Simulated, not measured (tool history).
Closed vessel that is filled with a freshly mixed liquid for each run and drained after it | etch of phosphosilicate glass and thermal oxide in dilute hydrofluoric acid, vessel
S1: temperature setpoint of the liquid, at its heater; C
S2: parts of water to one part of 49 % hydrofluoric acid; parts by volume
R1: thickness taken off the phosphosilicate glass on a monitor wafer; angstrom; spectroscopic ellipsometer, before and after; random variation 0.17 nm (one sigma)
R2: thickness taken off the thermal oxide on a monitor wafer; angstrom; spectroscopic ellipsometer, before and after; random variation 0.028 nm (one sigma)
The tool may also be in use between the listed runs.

run 1 day=0 | S1=25 S2=290 time_in_the_liquid_(s)=170 | R1=291.76 R2=23.5
run 2 day=0.325 | S1=24 S2=295 time_in_the_liquid_(s)=170 | R1=274.1 R2=22.752
run 3 day=0.571 | S1=24 S2=340 time_in_the_liquid_(s)=170 | R1=228.15 R2=18.571
run 4 day=0.638 | S1=24 S2=430 time_in_the_liquid_(s)=170 | R1=167.36 R2=13.354
run 5 day=0.733 | S1=24.5 S2=430 time_in_the_liquid_(s)=170 | R1=168.95 R2=13.787
run 6 day=0.983 | S1=25 S2=430 time_in_the_liquid_(s)=170 | R1=169.95 R2=13.985

Run 7 comes next. What will it give?
run 7 day=1.325 | S1=25.5 S2=425 time_in_the_liquid_(s)=170 | R1=? R2=?

Run 7 gave R1 177.64 angstrom, R2 14.381 angstrom.
